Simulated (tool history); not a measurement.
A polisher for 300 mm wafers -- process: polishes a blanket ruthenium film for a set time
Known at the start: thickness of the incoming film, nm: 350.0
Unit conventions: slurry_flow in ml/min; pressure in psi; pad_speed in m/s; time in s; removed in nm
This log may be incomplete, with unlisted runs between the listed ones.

Run 1, hour 0: slurry_flow 290 ml/min, pressure 1.9 psi, pad_speed 1.2 m/s, time 59 s. Result: removed 74.209 nm.
Run 2, hour 0.6: slurry_flow 245 ml/min, pressure 1.9 psi, pad_speed 1.2 m/s, time 59 s. Result: removed 72.5 nm.
Run 3, hour 8.4: slurry_flow 245 ml/min, pressure 1.9 psi, pad_speed 1.2 m/s, time 53 s. Result: removed 66.825 nm.
Run 4, hour 10: slurry_flow 245 ml/min, pressure 2.1 psi, pad_speed 1.22 m/s, time 53 s. Result: removed 70.971 nm.
Run 5, hour 16.2: slurry_flow 245 ml/min, pressure 2.6 psi, pad_speed 1.22 m/s, time 53 s. Result: removed 83.467 nm.
Run 6, hour 25.1: slurry_flow 245 ml/min, pressure 2.7 psi, pad_speed 1.26 m/s, time 53 s. Result: removed 88.994 nm.
Run 7, hour 27.3: slurry_flow 245 ml/min, pressure 2.8 psi, pad_speed 1.28 m/s, time 53 s. Result: removed 92.544 nm.
Run 8, hour 29: slurry_flow 245 ml/min, pressure 2.8 psi, pad_speed 1.28 m/s, time 53 s. Result: removed 92.265 nm.
Run 9, hour 34.4: slurry_flow 245 ml/min, pressure 2.8 psi, pad_speed 1.3 m/s, time 53 s. Result: removed 95.266 nm.
Run 10, hour 35.2: slurry_flow 245 ml/min, pressure 2.8 psi, pad_speed 1.32 m/s, time 53 s. Result: removed 94.646 nm.

Estimate the outcome of run 11 from the log above:
Run 11, hour 36.9: slurry_flow 245 ml/min, pressure 2.8 psi, pad_speed 1.34 m/s, time 53 s. Result: removed ?.

Run 11 gave removed 96.301 nm.
